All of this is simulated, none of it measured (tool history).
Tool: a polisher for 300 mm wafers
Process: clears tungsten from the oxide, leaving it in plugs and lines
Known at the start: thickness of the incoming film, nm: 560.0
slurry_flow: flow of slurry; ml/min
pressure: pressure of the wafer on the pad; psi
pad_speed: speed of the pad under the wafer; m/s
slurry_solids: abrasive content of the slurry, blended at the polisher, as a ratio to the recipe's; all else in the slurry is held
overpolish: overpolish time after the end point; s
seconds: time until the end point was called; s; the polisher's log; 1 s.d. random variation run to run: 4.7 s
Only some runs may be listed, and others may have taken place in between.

run,hour,slurry_flow,pressure,pad_speed,slurry_solids,overpolish,seconds
1,0.0,295,2.7,1.38,1.00,5,113.24
2,2.6,295,2.5,1.32,1.00,5,132.42
3,10.9,295,2.5,1.52,1.00,5,113.00
4,17.3,295,2.5,1.52,1.00,5,114.39
5,25.0,335,2.5,1.52,1.00,5,112.01
6,29.4,335,2.4,1.46,1.00,5,117.36
7,35.2,330,2.3,1.40,1.00,5,131.03
8,39.9,330,2.2,1.36,1.00,5,141.91
9,46.5,330,2.1,1.32,1.00,5,154.73
10,50.8,330,2.0,1.30,1.00,5,162.43
11,55.9,325,1.3,0.96,0.95,5,319.17

Run 12, settings as shown, results not yet in. Your forecast:
12,60.3,325,1.4,0.96,0.95,5,?

For run 12 the tool returned seconds 301.24 s.

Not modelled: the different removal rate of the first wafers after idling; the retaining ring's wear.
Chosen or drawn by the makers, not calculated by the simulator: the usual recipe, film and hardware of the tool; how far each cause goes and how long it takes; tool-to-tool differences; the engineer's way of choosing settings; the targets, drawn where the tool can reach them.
